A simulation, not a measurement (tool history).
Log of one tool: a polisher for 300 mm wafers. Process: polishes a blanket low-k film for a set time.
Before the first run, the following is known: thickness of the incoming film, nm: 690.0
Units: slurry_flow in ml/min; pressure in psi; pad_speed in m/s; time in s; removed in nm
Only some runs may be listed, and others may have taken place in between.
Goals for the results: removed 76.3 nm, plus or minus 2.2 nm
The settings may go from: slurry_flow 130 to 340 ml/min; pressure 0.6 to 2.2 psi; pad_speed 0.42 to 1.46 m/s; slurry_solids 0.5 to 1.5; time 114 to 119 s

{"run": 1, "day": 0.0, "slurry_flow": 220, "pressure": 1.4, "pad_speed": 0.94, "slurry_solids": 1, "time": 114, "removed": 40.314}
{"run": 2, "day": 0.192, "slurry_flow": 220, "pressure": 1.4, "pad_speed": 0.84, "slurry_solids": 1, "time": 114, "removed": 36.258}
{"run": 3, "day": 0.546, "slurry_flow": 220, "pressure": 1.4, "pad_speed": 1.06, "slurry_solids": 1, "time": 114, "removed": 43.6}
{"run": 4, "day": 0.675, "slurry_flow": 220, "pressure": 1.4, "pad_speed": 1.2, "slurry_solids": 1, "time": 114, "removed": 48.149}
{"run": 5, "day": 0.783, "slurry_flow": 220, "pressure": 1.4, "pad_speed": 1.4, "slurry_solids": 1, "time": 114, "removed": 54.542}
{"run": 6, "day": 0.821, "slurry_flow": 220, "pressure": 1.2, "pad_speed": 1.4, "slurry_solids": 1, "time": 114, "removed": 46.975}
{"run": 7, "day": 0.925, "slurry_flow": 235, "pressure": 1.6, "pad_speed": 1.42, "slurry_solids": 1, "time": 114, "removed": 62.776}
{"run": 8, "day": 1.004, "slurry_flow": 235, "pressure": 1.7, "pad_speed": 1.42, "slurry_solids": 1, "time": 114, "removed": 67.538}
{"run": 9, "day": 1.154, "slurry_flow": 235, "pressure": 1.8, "pad_speed": 1.42, "slurry_solids": 1, "time": 114, "removed": 71.271}

5 next moves are on the table. One of them brings every result within its allowed miss. Which?
{"run": "A", "day": 1.304, "slurry_flow": 230, "pressure": 2, "pad_speed": 1.32, "slurry_solids": 1.2, "time": 117, "removed": "?"}
{"run": "B", "day": 1.304, "slurry_flow": 200, "pressure": 2, "pad_speed": 1.42, "slurry_solids": 1.05, "time": 119, "removed": "?"}
{"run": "C", "day": 1.304, "slurry_flow": 255, "pressure": 1.9, "pad_speed": 1.4, "slurry_solids": 1.25, "time": 117, "removed": "?"}
{"run": "D", "day": 1.304, "slurry_flow": 240, "pressure": 1.8, "pad_speed": 1.46, "slurry_solids": 1.1, "time": 115, "removed": "?"}
{"run": "E", "day": 1.304, "slurry_flow": 240, "pressure": 1.9, "pad_speed": 1.46, "slurry_solids": 1.05, "time": 118, "removed": "?"}

move=A removed=81.411
move=B removed=82.487
move=C removed=83.233
move=D removed=76.486
move=E removed=81.496
A: takes the result that was furthest off past its target
B: takes the result that was furthest off past its target
C: takes the result that was furthest off past its target
D: every result within its allowed miss
E: takes the result that was furthest off past its target
D is the move that brings every result within its allowed miss.
